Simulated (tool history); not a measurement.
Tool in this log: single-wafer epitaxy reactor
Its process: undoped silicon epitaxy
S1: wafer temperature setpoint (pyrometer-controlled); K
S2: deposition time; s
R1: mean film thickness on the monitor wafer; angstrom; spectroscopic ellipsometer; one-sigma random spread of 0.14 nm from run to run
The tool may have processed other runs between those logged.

run,hour,S1,S2,R1
1,0.0,938.15,302,809.31
2,8.1,935.15,302,766.37
3,9.8,943.15,302,893.61
4,11.6,934.15,302,753.21
5,18.0,934.15,317,791.97
6,19.9,941.15,317,904.90
7,24.6,937.15,316,833.71
8,25.8,934.15,315,786.10
9,34.8,934.15,315,790.07
10,42.1,931.15,315,742.50
11,47.3,929.15,315,712.13
12,55.4,927.15,315,688.09
13,64.3,926.15,315,671.87

What does the tool deliver on the next run?
14,73.2,926.15,315,?

For run 14 the tool returned R1 676.00 angstrom.
